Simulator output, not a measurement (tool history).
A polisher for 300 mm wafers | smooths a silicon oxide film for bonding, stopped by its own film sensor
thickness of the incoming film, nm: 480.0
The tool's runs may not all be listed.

run  hour  flow of slurry (ml/min)  pressure of the wafer on the pad (psi)  speed of the pad under the wafer (m/s)  abrasive content of the slurry  target thickness at which the film sensor stops the polish (angstrom)  time until the film sensor stopped the polish (s)
  1     0                      155                                       2                                    1.06                               1                                                                   3990                                             129.23
  2     8                      155                                     2.1                                    1.06                               1                                                                   3990                                             120.05
  3    15                      155                                     2.2                                    1.06                               1                                                                   3990                                              115.5
  4    20                      155                                     2.2                                     0.8                               1                                                                   3990                                             148.73
  5    26                      155                                     2.5                                     0.8                               1                                                                   3990                                             130.68
  6  34.3                      155                                     2.6                                    0.82                               1                                                                   3990                                             118.09
  7    37                      155                                     2.7                                    0.82                               1                                                                   3990                                             114.23

What does the tool deliver on the next run?
  8  45.4                      155                                     2.8                                    0.84                               1                                                                   3990                                                  ?

time until the film sensor stopped the polish (s): 110.13

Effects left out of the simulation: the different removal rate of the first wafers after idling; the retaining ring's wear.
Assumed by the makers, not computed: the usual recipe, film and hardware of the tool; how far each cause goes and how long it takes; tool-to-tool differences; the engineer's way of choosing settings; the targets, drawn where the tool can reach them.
